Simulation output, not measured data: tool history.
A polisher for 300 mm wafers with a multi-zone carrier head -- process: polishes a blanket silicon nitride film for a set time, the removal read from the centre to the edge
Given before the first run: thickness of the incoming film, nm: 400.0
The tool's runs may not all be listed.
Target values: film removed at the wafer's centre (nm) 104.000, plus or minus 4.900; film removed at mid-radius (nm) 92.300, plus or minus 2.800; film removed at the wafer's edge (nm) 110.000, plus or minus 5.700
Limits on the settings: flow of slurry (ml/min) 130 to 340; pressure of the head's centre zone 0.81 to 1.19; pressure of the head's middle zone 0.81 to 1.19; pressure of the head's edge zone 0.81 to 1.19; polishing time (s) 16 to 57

run,hour,flow of slurry (ml/min),pressure of the head's centre zone,pressure of the head's middle zone,pressure of the head's edge zone,polishing time (s),film removed at the wafer's centre (nm),film removed at mid-radius (nm),film removed at the wafer's edge (nm)
1,0.0,220,1.00,1.00,1.00,36,74.353,73.449,76.373
2,3.8,220,1.00,0.95,1.00,36,75.555,70.102,74.840
3,5.9,220,1.00,0.95,1.07,36,74.311,70.172,77.867
4,9.4,220,1.00,0.95,1.15,36,76.048,70.666,81.937
5,18.2,220,1.01,0.95,1.16,39,82.035,76.865,87.912
6,27.0,220,1.01,0.95,1.12,39,82.890,76.984,86.679
7,32.2,225,1.01,0.93,1.14,41,87.744,78.846,92.320
8,34.6,225,1.01,0.93,1.14,41,88.039,80.031,92.875
9,42.3,235,1.01,0.93,1.16,42,89.759,81.035,96.715
10,51.1,245,1.02,0.94,1.17,43,94.001,86.304,99.025
11,52.6,245,1.02,0.93,1.18,44,96.898,86.230,101.560
12,55.0,245,1.02,0.93,1.18,45,98.980,88.362,102.060
13,59.2,245,1.01,0.92,1.18,46,99.090,88.210,104.820

Consider the 4 candidate settings below. Which is the only one whose results all fall within their allowed miss of target?
A,63.4,280,1.05,0.95,1.02,43,?,?,?
B,63.4,265,1.04,0.87,1.00,47,?,?,?
C,63.4,230,1.09,1.06,1.09,42,?,?,?
D,63.4,220,1.00,0.89,1.11,50,?,?,?

move,film removed at the wafer's centre (nm),film removed at mid-radius (nm),film removed at the wafer's edge (nm)
A,98.151,87.238,93.619
B,105.460,88.086,100.980
C,96.975,91.205,92.642
D,104.980,93.200,111.040
A: further off than the last run
B: further off than the last run
C: the furthest-off result lands on target, but another misses its tolerance
D: every result within its allowed miss
Correct choice: D, which meets every target

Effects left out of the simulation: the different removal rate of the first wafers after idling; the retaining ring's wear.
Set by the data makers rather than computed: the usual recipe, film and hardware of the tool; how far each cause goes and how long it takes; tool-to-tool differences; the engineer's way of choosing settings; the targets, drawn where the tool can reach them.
